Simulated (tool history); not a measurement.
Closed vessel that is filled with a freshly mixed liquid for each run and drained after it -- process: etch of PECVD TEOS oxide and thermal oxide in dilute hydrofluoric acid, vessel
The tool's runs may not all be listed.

| run | hour | temperature setpoint of the liquid (C) | parts of water to one part of 49 % hydrofluoric acid (parts by volume) | time in the liquid (s) | thickness taken off the PECVD TEOS oxide on a monitor wafer (nm) | thickness taken off the thermal oxide on a monitor wafer (nm) |
|---|---|---|---|---|---|---|
| 1 | 0.0 | 20.0 | 200 | 90 | 6.3987 | 1.45140 |
| 2 | 4.9 | 18.5 | 200 | 90 | 6.0327 | 1.45640 |
| 3 | 9.6 | 18.5 | 200 | 55 | 3.6899 | 0.87405 |
| 4 | 11.7 | 18.5 | 200 | 30 | 1.9857 | 0.46857 |
| 5 | 13.5 | 18.5 | 145 | 30 | 2.9193 | 0.69142 |
| 6 | 20.1 | 19.5 | 125 | 35 | 4.2103 | 0.96868 |
| 7 | 26.4 | 23.5 | 45 | 35 | 15.2340 | 3.51070 |
| 8 | 32.6 | 23.0 | 45 | 35 | 14.9470 | 3.42940 |
| 9 | 40.3 | 22.5 | 45 | 35 | 14.2740 | 3.44670 |
| 10 | 47.4 | 22.5 | 50 | 35 | 12.9640 | 3.05440 |

Predict the results of run 11:
| 11 | 50.9 | 23.0 | 50 | 35 | ? | ? |

thickness taken off the PECVD TEOS oxide on a monitor wafer (nm): 13.2720
thickness taken off the thermal oxide on a monitor wafer (nm): 3.25190
